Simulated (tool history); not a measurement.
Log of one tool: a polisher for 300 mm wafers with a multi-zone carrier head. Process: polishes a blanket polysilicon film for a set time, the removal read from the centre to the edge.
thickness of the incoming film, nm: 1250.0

| run | hour | flow of slurry (ml/min) | pressure of the head's centre zone | pressure of the head's middle zone | pressure of the head's edge zone | polishing time (s) | film removed at the wafer's centre (angstrom) | film removed at mid-radius (angstrom) | film removed at the wafer's edge (angstrom) |
|---|---|---|---|---|---|---|---|---|---|
| 1 | 0 | 265 | 1 | 1 | 1 | 32 | 1792 | 1800.1 | 1823.2 |
| 2 | 3.7 | 305 | 1 | 1 | 1 | 32 | 1820.1 | 1889.3 | 1831.9 |
| 3 | 10.7 | 310 | 1.06 | 0.98 | 1.01 | 35 | 2149.2 | 1999.7 | 2011.6 |
| 4 | 14.8 | 310 | 1.02 | 0.98 | 1.01 | 35 | 2058.2 | 2004.9 | 2005.4 |
| 5 | 15.8 | 320 | 1.08 | 0.98 | 1.03 | 37 | 2285.3 | 2141.2 | 2143.1 |
| 6 | 22.9 | 330 | 1.12 | 0.96 | 1.03 | 38 | 2457.6 | 2100.7 | 2196.2 |

Run 7 comes next. What will it give?
| 7 | 27.2 | 330 | 1.12 | 0.96 | 1.03 | 38 | ? | ? | ? |

{"run 7": {"film removed at the wafer's centre (angstrom)": 2464.8, "film removed at mid-radius (angstrom)": 2149.7, "film removed at the wafer's edge (angstrom)": 2224.2}}

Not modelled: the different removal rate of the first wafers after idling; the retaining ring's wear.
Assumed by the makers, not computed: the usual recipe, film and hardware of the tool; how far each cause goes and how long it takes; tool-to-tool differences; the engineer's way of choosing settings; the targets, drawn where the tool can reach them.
